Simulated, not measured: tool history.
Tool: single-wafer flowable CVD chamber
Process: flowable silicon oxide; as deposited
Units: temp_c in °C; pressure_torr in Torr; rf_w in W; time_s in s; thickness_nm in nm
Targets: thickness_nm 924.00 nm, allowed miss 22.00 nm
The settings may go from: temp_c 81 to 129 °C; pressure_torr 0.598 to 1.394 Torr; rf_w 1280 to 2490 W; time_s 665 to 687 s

run  hour  temp_c  pressure_torr  rf_w  time_s  thickness_nm
  1   0.0     105          0.996  1885     665        352.65
  2   3.9     100          0.996  1885     665        425.49
  3   6.3     100          0.996  1990     665        431.73
  4  13.9     100          0.996  1990     687        444.72
  5  16.7     104          0.996  1990     687        383.81
  6  20.5     104          0.874  1990     687        338.54
  7  24.7     101          0.895  1995     687        386.92
  8  25.4      89          1.078  2025     687        733.47
  9  30.0      88          1.078  2025     687        759.69
 10  37.0      87          1.078  2025     687        787.38
 11  44.9      86          1.078  2025     687        812.80
 12  47.1      81          1.079  2025     687        968.33

Which of these 5 next moves meets every target?
  A  49.3      82          0.999  2060     670             ?
  B  49.3      81          1.031  1920     687             ?
  C  49.3      81          1.168  2070     680             ?
  D  49.3      82          1.164  2230     687             ?
  E  49.3      82          1.212  2215     682             ?

move  thickness_nm
   A        847.65
   B        913.02
   C       1030.60
   D       1016.90
   E       1046.50
A: takes the result that was furthest off past its target
B: meets every target
C: further off than the last run
D: further off than the last run
E: further off than the last run
Move B is the one to make.
